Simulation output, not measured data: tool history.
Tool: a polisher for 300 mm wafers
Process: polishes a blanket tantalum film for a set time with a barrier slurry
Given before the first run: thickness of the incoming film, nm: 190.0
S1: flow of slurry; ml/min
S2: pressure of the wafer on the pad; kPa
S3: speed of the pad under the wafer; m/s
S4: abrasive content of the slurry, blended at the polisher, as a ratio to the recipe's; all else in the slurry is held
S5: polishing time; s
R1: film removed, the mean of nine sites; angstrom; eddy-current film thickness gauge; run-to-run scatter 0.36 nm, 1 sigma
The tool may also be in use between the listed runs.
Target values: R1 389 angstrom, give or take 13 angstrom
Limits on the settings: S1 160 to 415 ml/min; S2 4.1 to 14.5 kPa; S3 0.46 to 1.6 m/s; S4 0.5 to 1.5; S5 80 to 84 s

Run 1, day 0: S1 265 ml/min, S2 9 kPa, S3 1.02 m/s, S4 1, S5 80 s. Result: R1 958.33 angstrom.
Run 2, day 0.262: S1 235 ml/min, S2 9 kPa, S3 1.02 m/s, S4 1, S5 80 s. Result: R1 938.42 angstrom.
Run 3, day 0.492: S1 230 ml/min, S2 7.6 kPa, S3 0.94 m/s, S4 1, S5 80 s. Result: R1 766.24 angstrom.
Run 4, day 0.708: S1 230 ml/min, S2 7.6 kPa, S3 0.94 m/s, S4 1.15, S5 80 s. Result: R1 791.54 angstrom.
Run 5, day 0.8: S1 230 ml/min, S2 7.6 kPa, S3 0.82 m/s, S4 1.15, S5 80 s. Result: R1 684.3 angstrom.
Run 6, day 0.875: S1 230 ml/min, S2 7.6 kPa, S3 0.82 m/s, S4 1.25, S5 80 s. Result: R1 702.43 angstrom.
Run 7, day 1: S1 230 ml/min, S2 6.9 kPa, S3 0.76 m/s, S4 1.25, S5 80 s. Result: R1 592.43 angstrom.
Run 8, day 1.367: S1 230 ml/min, S2 6.2 kPa, S3 0.74 m/s, S4 1.25, S5 80 s. Result: R1 523.58 angstrom.
Run 9, day 1.679: S1 225 ml/min, S2 4.1 kPa, S3 0.7 m/s, S4 1.25, S5 80 s. Result: R1 350.16 angstrom.

Exactly one of the 4 candidate moves below puts every result within its allowed miss. Which one?
Run A, day 1.992: S1 175 ml/min, S2 5.5 kPa, S3 0.54 m/s, S4 1.2, S5 83 s. Result: R1 ?.
Run B, day 1.992: S1 280 ml/min, S2 4.1 kPa, S3 0.74 m/s, S4 1, S5 80 s. Result: R1 ?.
Run C, day 1.992: S1 210 ml/min, S2 5.5 kPa, S3 0.58 m/s, S4 1.05, S5 81 s. Result: R1 ?.
Run D, day 1.992: S1 225 ml/min, S2 4.8 kPa, S3 0.66 m/s, S4 1.5, S5 80 s. Result: R1 ?.

move      R1
   A  349.43
   B  354.11
   C  359.49
   D  393.69
A: no better and no worse than the last run
B: better than the last run, though not everything is in spec
C: better than the last run, though not everything is in spec
D: meets every target
Move D is the one to make.
